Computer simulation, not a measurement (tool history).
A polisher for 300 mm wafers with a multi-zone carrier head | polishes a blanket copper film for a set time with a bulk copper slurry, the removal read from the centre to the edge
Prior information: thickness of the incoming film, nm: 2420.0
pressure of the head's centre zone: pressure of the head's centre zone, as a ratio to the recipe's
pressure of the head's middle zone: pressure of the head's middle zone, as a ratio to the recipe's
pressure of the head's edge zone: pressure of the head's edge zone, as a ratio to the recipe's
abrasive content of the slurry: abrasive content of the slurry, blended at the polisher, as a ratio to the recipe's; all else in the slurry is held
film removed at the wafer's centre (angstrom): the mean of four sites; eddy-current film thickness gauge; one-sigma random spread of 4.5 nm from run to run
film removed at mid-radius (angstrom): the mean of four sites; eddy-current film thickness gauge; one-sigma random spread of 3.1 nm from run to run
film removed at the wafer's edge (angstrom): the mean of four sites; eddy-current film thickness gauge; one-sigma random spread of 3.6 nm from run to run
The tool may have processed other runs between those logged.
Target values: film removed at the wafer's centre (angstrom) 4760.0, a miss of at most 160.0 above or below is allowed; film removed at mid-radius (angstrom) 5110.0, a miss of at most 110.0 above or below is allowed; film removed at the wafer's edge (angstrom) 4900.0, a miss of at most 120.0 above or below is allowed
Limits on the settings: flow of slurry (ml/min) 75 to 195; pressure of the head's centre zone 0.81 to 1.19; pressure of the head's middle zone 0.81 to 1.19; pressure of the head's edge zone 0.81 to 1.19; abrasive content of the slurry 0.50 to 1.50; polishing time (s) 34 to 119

run  hour  flow of slurry (ml/min)  pressure of the head's centre zone  pressure of the head's middle zone  pressure of the head's edge zone  abrasive content of the slurry  polishing time (s)  film removed at the wafer's centre (angstrom)  film removed at mid-radius (angstrom)  film removed at the wafer's edge (angstrom)
  1   0.0                      125                                1.00                                1.00                              1.00                            1.00                  76                                         6722.6                                 6633.1                                       6686.1
  2   1.4                      125                                1.00                                1.00                              0.93                            1.00                  76                                         6634.4                                 6535.2                                       6351.2
  3  10.0                      125                                1.00                                0.94                              0.93                            1.00                  76                                         6541.2                                 6241.3                                       6428.4
  4  18.4                      120                                0.99                                0.94                              0.91                            0.95                  75                                         6417.4                                 6132.5                                       6142.3
  5  21.6                      145                                0.99                                0.94                              0.91                            0.95                  75                                         6751.3                                 6335.6                                       6428.3
  6  25.3                      135                                0.97                                0.93                              0.90                            0.90                  75                                         6374.2                                 6181.8                                       6141.5
  7  32.7                      130                                0.96                                0.92                              0.89                            0.85                  75                                         6096.2                                 5962.6                                       6106.6
  8  41.2                      125                                0.96                                0.93                              0.88                            0.80                  74                                         5875.4                                 5875.4                                       5779.1
  9  47.4                      120                                0.95                                0.92                              0.87                            0.75                  74                                         5765.6                                 5674.6                                       5670.9
 10  50.9                      120                                0.95                                0.92                              0.87                            0.75                  74                                         5830.5                                 5641.5                                       5702.8

Below are 5 possible settings for the next run. Only one of them brings all results inside the allowed miss of their targets. Which is it?
  A  54.4                       90                                0.89                                0.99                              0.88                            0.65                  74                                              ?                                      ?                                            ?
  B  54.4                      130                                0.93                                0.89                              0.84                            0.90                  64                                              ?                                      ?                                            ?
  C  54.4                      110                                0.97                                0.96                              0.90                            0.75                  66                                              ?                                      ?                                            ?
  D  54.4                      135                                0.90                                0.97                              0.88                            0.65                  64                                              ?                                      ?                                            ?
  E  54.4                      115                                0.92                                1.10                              0.81                            0.90                  61                                              ?                                      ?                                            ?

move  film removed at the wafer's centre (angstrom)  film removed at mid-radius (angstrom)  film removed at the wafer's edge (angstrom)
   A                                         4743.4                                 5318.1                                       5234.8
   B                                         5144.7                                 5077.3                                       5076.0
   C                                         5075.4                                 5087.5                                       5058.5
   D                                         4745.8                                 5101.9                                       4905.8
   E                                         4689.4                                 5405.1                                       4648.6
A: corrects the largest miss of the last run, while another result sits out of spec
B: nearer the targets than the last run, but a result is still out of spec
C: nearer the targets than the last run, but a result is still out of spec
D: in spec on every target
E: corrects the largest miss of the last run, while another result sits out of spec
Move D is the one to make.
